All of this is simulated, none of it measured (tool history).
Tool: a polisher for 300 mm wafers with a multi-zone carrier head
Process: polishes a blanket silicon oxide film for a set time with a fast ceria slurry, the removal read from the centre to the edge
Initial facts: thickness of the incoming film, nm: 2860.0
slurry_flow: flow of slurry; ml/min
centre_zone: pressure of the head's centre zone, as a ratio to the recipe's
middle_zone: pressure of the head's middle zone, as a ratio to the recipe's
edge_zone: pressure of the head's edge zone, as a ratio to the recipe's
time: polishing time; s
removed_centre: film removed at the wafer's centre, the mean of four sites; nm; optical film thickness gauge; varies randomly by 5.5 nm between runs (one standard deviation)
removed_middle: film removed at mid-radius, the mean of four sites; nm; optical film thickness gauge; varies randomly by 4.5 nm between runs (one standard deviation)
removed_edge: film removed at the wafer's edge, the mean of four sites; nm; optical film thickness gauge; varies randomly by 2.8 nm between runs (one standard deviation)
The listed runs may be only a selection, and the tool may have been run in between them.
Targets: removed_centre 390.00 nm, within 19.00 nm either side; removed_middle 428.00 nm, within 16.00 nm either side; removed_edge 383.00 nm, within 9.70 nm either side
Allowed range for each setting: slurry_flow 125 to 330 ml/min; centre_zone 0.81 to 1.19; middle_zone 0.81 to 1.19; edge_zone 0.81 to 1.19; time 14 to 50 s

run	hour	slurry_flow	centre_zone	middle_zone	edge_zone	time	removed_centre	removed_middle	removed_edge
1	0.0	210	1.00	1.00	1.00	32	394.33	422.57	431.50
2	1.4	210	0.97	1.00	1.00	32	367.90	422.86	433.40
3	2.7	210	0.97	1.00	1.00	26	307.15	345.91	349.48
4	7.9	210	0.97	1.00	1.00	32	372.62	417.97	432.16
5	10.6	210	0.97	1.00	1.00	37	426.74	491.49	502.18
6	12.0	210	0.97	1.00	1.07	37	436.45	499.42	514.96
7	19.7	210	1.00	1.04	1.03	34	413.85	466.07	468.98
8	27.1	210	1.07	1.14	0.93	28	355.45	414.92	358.96
9	28.1	210	1.07	1.14	0.93	28	363.46	410.63	366.40
10	29.4	220	1.08	1.14	0.94	28	362.59	417.42	367.20
# hour 30.8: centre zone pressure recalibrated
11	30.8	230	1.10	1.14	0.95	28	431.90	418.65	369.17
12	33.1	190	1.07	1.16	1.01	29	411.91	431.76	388.57

Which one of the following 4 next-run settings gets every result inside its allowed miss? There is exactly one.
A	35.4	225	1.13	1.16	1.04	28	?	?	?
B	35.4	140	1.03	1.15	0.93	31	?	?	?
C	35.4	175	0.92	1.11	0.97	31	?	?	?
D	35.4	240	1.15	1.15	1.09	28	?	?	?

move	removed_centre	removed_middle	removed_edge
A	435.18	427.28	386.41
B	397.08	430.12	380.12
C	374.05	438.49	401.58
D	447.21	427.85	398.19
A: its largest miss is bigger than the last run's
B: in spec on every target
C: puts the biggest miss on target and leaves a different result outside tolerance
D: its largest miss is bigger than the last run's
B meets every target.
